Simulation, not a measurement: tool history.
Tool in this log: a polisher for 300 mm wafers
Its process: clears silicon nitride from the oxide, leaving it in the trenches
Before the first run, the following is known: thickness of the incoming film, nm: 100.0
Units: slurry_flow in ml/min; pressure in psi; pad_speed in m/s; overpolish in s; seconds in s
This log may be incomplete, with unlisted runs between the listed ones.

run 1 day=0 | slurry_flow=140 pressure=2.7 pad_speed=1 overpolish=12 | seconds=95.333
run 2 day=0.262 | slurry_flow=140 pressure=2.7 pad_speed=1 overpolish=9 | seconds=94.279
run 3 day=0.558 | slurry_flow=140 pressure=2.5 pad_speed=1 overpolish=9 | seconds=108.17
run 4 day=0.679 | slurry_flow=140 pressure=2.4 pad_speed=1 overpolish=9 | seconds=113.33
run 5 day=0.867 | slurry_flow=140 pressure=2.3 pad_speed=1 overpolish=9 | seconds=114.52
run 6 day=0.892 | slurry_flow=140 pressure=2.3 pad_speed=1 overpolish=12 | seconds=112.53

The next listed run, before its measurement:
run 7 day=0.933 | slurry_flow=140 pressure=2.2 pad_speed=1 overpolish=12 | seconds=?

seconds: 119.21 s
